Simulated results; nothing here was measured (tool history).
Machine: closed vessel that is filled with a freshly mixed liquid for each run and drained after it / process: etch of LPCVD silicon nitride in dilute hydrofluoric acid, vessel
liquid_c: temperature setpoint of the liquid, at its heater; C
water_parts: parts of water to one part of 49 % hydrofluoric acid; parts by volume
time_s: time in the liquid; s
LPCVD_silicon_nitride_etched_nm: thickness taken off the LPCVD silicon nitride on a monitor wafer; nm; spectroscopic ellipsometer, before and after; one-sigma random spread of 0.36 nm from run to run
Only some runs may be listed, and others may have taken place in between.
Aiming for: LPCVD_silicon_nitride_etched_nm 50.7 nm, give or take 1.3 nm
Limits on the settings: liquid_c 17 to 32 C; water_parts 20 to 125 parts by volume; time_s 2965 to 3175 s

| run | hour | liquid_c | water_parts | time_s | LPCVD_silicon_nitride_etched_nm |
|---|---|---|---|---|---|
| 1 | 0 | 24 | 70 | 2965 | 21.509 |
| 2 | 1.9 | 24 | 70 | 3175 | 23 |
| 3 | 6.2 | 24 | 70 | 2965 | 21.489 |
| 4 | 10.2 | 24 | 45 | 2965 | 32.812 |
| 5 | 17.9 | 24.5 | 45 | 2965 | 33.792 |
| 6 | 21.1 | 25 | 45 | 2965 | 35.286 |
| 7 | 25.3 | 25.5 | 45 | 2965 | 36.354 |
| 8 | 32.4 | 26 | 45 | 2965 | 37.815 |
| 9 | 35.7 | 26.5 | 45 | 2965 | 38.917 |
| 10 | 44.2 | 27 | 45 | 2965 | 40.212 |
| 11 | 45.8 | 31 | 45 | 2965 | 52.702 |

5 candidate next runs follow, results not yet known. Just one meets every target within its allowed miss. Identify it.
| A | 47.4 | 31.5 | 45 | 2975 | ? |
| B | 47.4 | 31 | 50 | 2965 | ? |
| C | 47.4 | 31.5 | 45 | 2980 | ? |
| D | 47.4 | 30.5 | 45 | 2965 | ? |
| E | 47.4 | 30.5 | 45 | 3175 | ? |

| move | LPCVD_silicon_nitride_etched_nm |
|---|---|
| A | 54.641 |
| B | 47.517 |
| C | 54.733 |
| D | 51.07 |
| E | 54.688 |
A: the biggest miss grows against the last run
B: pushes the last run's worst result past its target
C: the biggest miss grows against the last run
D: all results land within tolerance of their targets
E: the biggest miss grows against the last run
Move D is the one to make.

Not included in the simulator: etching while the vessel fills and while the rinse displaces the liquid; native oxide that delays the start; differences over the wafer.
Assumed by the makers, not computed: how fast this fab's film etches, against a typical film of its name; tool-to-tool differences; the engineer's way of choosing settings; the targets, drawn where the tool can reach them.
